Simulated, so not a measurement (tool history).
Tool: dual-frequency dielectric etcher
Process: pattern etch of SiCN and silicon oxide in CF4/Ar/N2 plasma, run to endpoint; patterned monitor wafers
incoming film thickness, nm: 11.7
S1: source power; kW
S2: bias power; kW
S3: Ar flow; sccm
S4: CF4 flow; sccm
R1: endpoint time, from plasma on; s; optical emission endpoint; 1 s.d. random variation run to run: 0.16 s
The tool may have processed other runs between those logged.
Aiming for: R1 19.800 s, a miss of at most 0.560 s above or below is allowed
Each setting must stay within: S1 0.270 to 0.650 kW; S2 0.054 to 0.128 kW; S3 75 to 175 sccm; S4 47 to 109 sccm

run 1 hour=0.0 | S1=0.460 S2=0.091 S3=125 S4=78 | R1=12.208
run 2 hour=6.1 | S1=0.460 S2=0.091 S3=125 S4=66 | R1=12.461
run 3 hour=9.8 | S1=0.460 S2=0.106 S3=125 S4=66 | R1=11.668
run 4 hour=11.7 | S1=0.460 S2=0.106 S3=140 S4=66 | R1=11.880
run 5 hour=18.3 | S1=0.420 S2=0.099 S3=143 S4=64 | R1=13.617
-- hour=19.8 Ar flow controller replaced
run 6 hour=19.8 | S1=0.420 S2=0.099 S3=160 S4=64 | R1=13.890
run 7 hour=20.5 | S1=0.390 S2=0.097 S3=161 S4=64 | R1=15.081
run 8 hour=25.5 | S1=0.390 S2=0.097 S3=161 S4=64 | R1=15.154
run 9 hour=33.3 | S1=0.360 S2=0.096 S3=161 S4=64 | R1=16.615
run 10 hour=38.9 | S1=0.280 S2=0.094 S3=162 S4=64 | R1=23.336
run 11 hour=41.6 | S1=0.290 S2=0.094 S3=162 S4=64 | R1=22.239
run 12 hour=45.5 | S1=0.300 S2=0.094 S3=162 S4=64 | R1=21.298
run 13 hour=52.5 | S1=0.300 S2=0.094 S3=162 S4=64 | R1=21.163
run 14 hour=56.9 | S1=0.310 S2=0.094 S3=162 S4=64 | R1=20.243

Which one of the following 5 next-run settings gets every result inside its allowed miss? There is exactly one.
run A hour=61.3 | S1=0.280 S2=0.096 S3=149 S4=87 | R1=?
run B hour=61.3 | S1=0.320 S2=0.088 S3=135 S4=64 | R1=?
run C hour=61.3 | S1=0.290 S2=0.100 S3=175 S4=68 | R1=?
run D hour=61.3 | S1=0.300 S2=0.091 S3=163 S4=63 | R1=?
run E hour=61.3 | S1=0.300 S2=0.092 S3=164 S4=62 | R1=?

move=A R1=21.908
move=B R1=19.687
move=C R1=21.552
move=D R1=21.628
move=E R1=21.570
A: the biggest miss grows against the last run
B: meets every target
C: the biggest miss grows against the last run
D: the biggest miss grows against the last run
E: the biggest miss grows against the last run
So the answer is move B, the one that meets all the targets.
